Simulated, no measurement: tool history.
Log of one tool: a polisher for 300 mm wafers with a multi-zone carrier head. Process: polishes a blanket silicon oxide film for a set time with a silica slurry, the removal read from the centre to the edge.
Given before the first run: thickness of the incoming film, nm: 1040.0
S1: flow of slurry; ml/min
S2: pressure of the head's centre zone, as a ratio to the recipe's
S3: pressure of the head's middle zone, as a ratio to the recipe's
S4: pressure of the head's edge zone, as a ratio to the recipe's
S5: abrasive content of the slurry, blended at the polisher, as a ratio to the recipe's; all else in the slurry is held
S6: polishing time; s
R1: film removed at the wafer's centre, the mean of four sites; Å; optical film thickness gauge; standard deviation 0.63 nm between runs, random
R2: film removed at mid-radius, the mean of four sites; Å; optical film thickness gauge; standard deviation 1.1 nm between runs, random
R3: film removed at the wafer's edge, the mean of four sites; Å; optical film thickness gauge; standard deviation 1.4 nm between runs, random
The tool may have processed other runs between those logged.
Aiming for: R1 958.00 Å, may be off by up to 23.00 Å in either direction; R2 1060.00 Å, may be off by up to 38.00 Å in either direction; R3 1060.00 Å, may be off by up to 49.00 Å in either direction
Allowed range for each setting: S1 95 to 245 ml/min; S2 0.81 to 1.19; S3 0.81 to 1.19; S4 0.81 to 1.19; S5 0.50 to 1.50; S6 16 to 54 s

{"run": 1, "hour": 0.0, "S1": 155, "S2": 1.0, "S3": 1.0, "S4": 1.0, "S5": 1.0, "S6": 35, "R1": 1512.7, "R2": 1511.4, "R3": 1551.8}
{"run": 2, "hour": 3.1, "S1": 145, "S2": 0.96, "S3": 0.99, "S4": 0.96, "S5": 0.85, "S6": 35, "R1": 1334.9, "R2": 1349.1, "R3": 1407.7}
{"run": 3, "hour": 3.6, "S1": 140, "S2": 0.93, "S3": 1.0, "S4": 0.92, "S5": 0.75, "S6": 35, "R1": 1160.2, "R2": 1261.4, "R3": 1268.4}
{"run": 4, "hour": 11.1, "S1": 135, "S2": 0.92, "S3": 0.99, "S4": 0.89, "S5": 0.7, "S6": 35, "R1": 1114.2, "R2": 1180.9, "R3": 1176.4}
{"run": 5, "hour": 19.6, "S1": 135, "S2": 0.92, "S3": 0.99, "S4": 0.89, "S5": 0.8, "S6": 35, "R1": 1212.4, "R2": 1301.7, "R3": 1277.2}
{"run": 6, "hour": 26.1, "S1": 130, "S2": 0.9, "S3": 0.97, "S4": 0.87, "S5": 0.75, "S6": 35, "R1": 1127.3, "R2": 1211.2, "R3": 1217.3}
{"run": 7, "hour": 31.1, "S1": 120, "S2": 0.86, "S3": 0.96, "S4": 0.81, "S5": 0.55, "S6": 35, "R1": 832.82, "R2": 972.43, "R3": 943.19}
{"run": 8, "hour": 37.5, "S1": 140, "S2": 0.86, "S3": 0.96, "S4": 0.82, "S5": 0.55, "S6": 35, "R1": 873.83, "R2": 949.0, "R3": 967.96}
{"run": 9, "hour": 43.0, "S1": 145, "S2": 0.87, "S3": 0.98, "S4": 0.84, "S5": 0.55, "S6": 35, "R1": 883.93, "R2": 999.61, "R3": 944.62}
{"run": 10, "hour": 51.7, "S1": 140, "S2": 0.88, "S3": 0.98, "S4": 0.87, "S5": 0.55, "S6": 35, "R1": 881.81, "R2": 988.64, "R3": 977.26}
{"run": 11, "hour": 53.9, "S1": 145, "S2": 0.89, "S3": 0.99, "S4": 0.89, "S5": 0.55, "S6": 35, "R1": 907.88, "R2": 1008.2, "R3": 1012.2}
{"run": 12, "hour": 61.9, "S1": 145, "S2": 0.9, "S3": 1.0, "S4": 0.9, "S5": 0.55, "S6": 35, "R1": 914.09, "R2": 1002.0, "R3": 1002.2}
{"run": 13, "hour": 64.1, "S1": 145, "S2": 0.91, "S3": 1.01, "S4": 0.91, "S5": 0.55, "S6": 35, "R1": 925.72, "R2": 1016.2, "R3": 1002.2}
{"run": 14, "hour": 71.4, "S1": 145, "S2": 0.91, "S3": 1.02, "S4": 0.92, "S5": 0.55, "S6": 35, "R1": 920.56, "R2": 1024.9, "R3": 1015.4}
{"run": 15, "hour": 72.7, "S1": 145, "S2": 0.92, "S3": 1.02, "S4": 0.93, "S5": 0.55, "S6": 35, "R1": 932.13, "R2": 1019.9, "R3": 998.52}
{"run": 16, "hour": 79.8, "S1": 165, "S2": 0.9, "S3": 1.01, "S4": 0.98, "S5": 0.6, "S6": 35, "R1": 996.32, "R2": 1113.9, "R3": 1161.3}
{"run": 17, "hour": 84.7, "S1": 155, "S2": 0.9, "S3": 1.01, "S4": 0.96, "S5": 0.6, "S6": 35, "R1": 989.8, "R2": 1100.7, "R3": 1121.2}
{"run": 18, "hour": 87.0, "S1": 150, "S2": 0.9, "S3": 1.01, "S4": 0.95, "S5": 0.6, "S6": 35, "R1": 980.44, "R2": 1086.5, "R3": 1108.2}
{"run": 19, "hour": 90.7, "S1": 150, "S2": 0.9, "S3": 1.01, "S4": 0.94, "S5": 0.6, "S6": 35, "R1": 980.63, "R2": 1100.2, "R3": 1115.9}
{"run": 20, "hour": 95.7, "S1": 150, "S2": 0.9, "S3": 1.01, "S4": 0.93, "S5": 0.6, "S6": 35, "R1": 979.66, "R2": 1090.9, "R3": 1074.6}

5 candidate next runs follow, results not yet known. Just one meets every target within its allowed miss. Identify it.
{"run": "A", "hour": 100.7, "S1": 150, "S2": 0.92, "S3": 1.0, "S4": 0.94, "S5": 0.6, "S6": 35, "R1": "?", "R2": "?", "R3": "?"}
{"run": "B", "hour": 100.7, "S1": 115, "S2": 0.93, "S3": 0.99, "S4": 0.97, "S5": 0.5, "S6": 43, "R1": "?", "R2": "?", "R3": "?"}
{"run": "C", "hour": 100.7, "S1": 135, "S2": 0.85, "S3": 1.01, "S4": 0.94, "S5": 0.65, "S6": 35, "R1": "?", "R2": "?", "R3": "?"}
{"run": "D", "hour": 100.7, "S1": 150, "S2": 0.9, "S3": 1.0, "S4": 0.9, "S5": 0.65, "S6": 32, "R1": "?", "R2": "?", "R3": "?"}
{"run": "E", "hour": 100.7, "S1": 175, "S2": 0.88, "S3": 1.03, "S4": 0.82, "S5": 0.55, "S6": 38, "R1": "?", "R2": "?", "R3": "?"}

move=A R1=1020.00 R2=1086.60 R3=1085.30
move=B R1=1032.40 R2=1086.20 R3=1123.80
move=C R1=980.65 R2=1142.90 R3=1138.10
move=D R1=968.71 R2=1055.20 R3=1034.10
move=E R1=1014.10 R2=1152.30 R3=1054.30
A: moves away from the targets compared with the last run
B: moves away from the targets compared with the last run
C: gets the furthest-off result to its target, but another result is out of tolerance
D: every result lands within tolerance
E: moves away from the targets compared with the last run
D is the move that brings every result within its allowed miss.

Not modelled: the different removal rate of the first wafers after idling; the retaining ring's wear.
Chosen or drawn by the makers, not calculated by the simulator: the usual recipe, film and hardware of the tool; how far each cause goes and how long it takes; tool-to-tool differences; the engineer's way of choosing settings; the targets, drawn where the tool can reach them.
